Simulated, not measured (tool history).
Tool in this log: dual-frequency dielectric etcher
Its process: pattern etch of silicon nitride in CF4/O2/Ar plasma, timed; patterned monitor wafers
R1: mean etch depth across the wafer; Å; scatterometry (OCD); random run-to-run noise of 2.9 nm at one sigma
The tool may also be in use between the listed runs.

Run 1, hour 0.0: source power (kW) 0.640, bias power (kW) 0.064, Ar flow (sccm) 132, CF4 flow (sccm) 140, etch time (s) 336.5. Result: R1 7396.4 Å.
Run 2, hour 2.5: source power (kW) 0.700, bias power (kW) 0.064, Ar flow (sccm) 132, CF4 flow (sccm) 140, etch time (s) 336.5. Result: R1 8137.7 Å.
Run 3, hour 3.5: source power (kW) 0.620, bias power (kW) 0.064, Ar flow (sccm) 132, CF4 flow (sccm) 140, etch time (s) 336.5. Result: R1 7186.9 Å.
Run 4, hour 7.9: source power (kW) 0.620, bias power (kW) 0.055, Ar flow (sccm) 132, CF4 flow (sccm) 140, etch time (s) 336.5. Result: R1 6879.8 Å.
Run 5, hour 10.8: source power (kW) 0.620, bias power (kW) 0.044, Ar flow (sccm) 132, CF4 flow (sccm) 140, etch time (s) 336.5. Result: R1 6526.2 Å.
Run 6, hour 14.4: source power (kW) 0.620, bias power (kW) 0.055, Ar flow (sccm) 132, CF4 flow (sccm) 140, etch time (s) 336.5. Result: R1 6887.5 Å.
Run 7, hour 19.0: source power (kW) 0.690, bias power (kW) 0.056, Ar flow (sccm) 131, CF4 flow (sccm) 140, etch time (s) 336.5. Result: R1 7798.4 Å.
Run 8, hour 19.8: source power (kW) 0.720, bias power (kW) 0.056, Ar flow (sccm) 131, CF4 flow (sccm) 140, etch time (s) 336.5. Result: R1 8088.1 Å.

Run 9 is up next; what results do you expect?
Run 9, hour 24.4: source power (kW) 0.840, bias power (kW) 0.058, Ar flow (sccm) 130, CF4 flow (sccm) 141, etch time (s) 336.5. Result: R1 ?.

{"run 9": {"R1": 9627.2}}
